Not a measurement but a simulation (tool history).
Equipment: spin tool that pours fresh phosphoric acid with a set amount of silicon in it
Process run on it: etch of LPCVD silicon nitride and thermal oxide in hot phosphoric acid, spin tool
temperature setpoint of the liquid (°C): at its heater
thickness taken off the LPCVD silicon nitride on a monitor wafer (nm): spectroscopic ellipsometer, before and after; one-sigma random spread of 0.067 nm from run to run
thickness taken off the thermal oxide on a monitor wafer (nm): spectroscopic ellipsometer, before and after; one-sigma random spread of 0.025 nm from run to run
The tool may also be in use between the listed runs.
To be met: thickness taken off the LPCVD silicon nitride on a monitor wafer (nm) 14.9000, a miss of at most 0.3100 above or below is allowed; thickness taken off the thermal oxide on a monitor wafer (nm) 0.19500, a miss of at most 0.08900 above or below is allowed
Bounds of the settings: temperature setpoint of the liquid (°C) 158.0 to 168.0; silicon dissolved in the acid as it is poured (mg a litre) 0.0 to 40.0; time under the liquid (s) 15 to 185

run	hour	temperature setpoint of the liquid (°C)	silicon dissolved in the acid as it is poured (mg a litre)	time under the liquid (s)	thickness taken off the LPCVD silicon nitride on a monitor wafer (nm)	thickness taken off the thermal oxide on a monitor wafer (nm)
1	0.0	163.0	17.5	95	9.2842	0.24601
2	3.1	163.0	7.5	95	9.3950	0.33506
3	8.2	164.0	15.0	105	10.6420	0.31355
4	13.6	164.0	9.5	105	10.5670	0.26675
5	20.1	165.0	10.5	110	11.5780	0.42737
6	26.7	165.0	10.5	85	8.8775	0.22135
7	31.1	167.5	21.5	130	14.6800	0.44987
8	37.4	167.5	26.0	130	14.6220	0.29419
9	45.2	167.5	28.0	130	14.8020	0.26053
10	46.9	167.5	29.0	130	14.6600	0.29152

Consider the 4 candidate settings below. Which is the only one whose results all fall within their allowed miss of target?
A	48.6	168.0	26.5	125	?	?
B	48.6	167.5	37.5	130	?	?
C	48.6	167.5	11.0	135	?	?
D	48.6	168.0	0.0	125	?	?

move	thickness taken off the LPCVD silicon nitride on a monitor wafer (nm)	thickness taken off the thermal oxide on a monitor wafer (nm)
A	14.5690	0.35538
B	14.9080	0.21897
C	15.4810	0.57173
D	14.5690	0.68582
A: its largest miss is bigger than the last run's
B: in spec on every target
C: its largest miss is bigger than the last run's
D: its largest miss is bigger than the last run's
The move that meets every target is B.

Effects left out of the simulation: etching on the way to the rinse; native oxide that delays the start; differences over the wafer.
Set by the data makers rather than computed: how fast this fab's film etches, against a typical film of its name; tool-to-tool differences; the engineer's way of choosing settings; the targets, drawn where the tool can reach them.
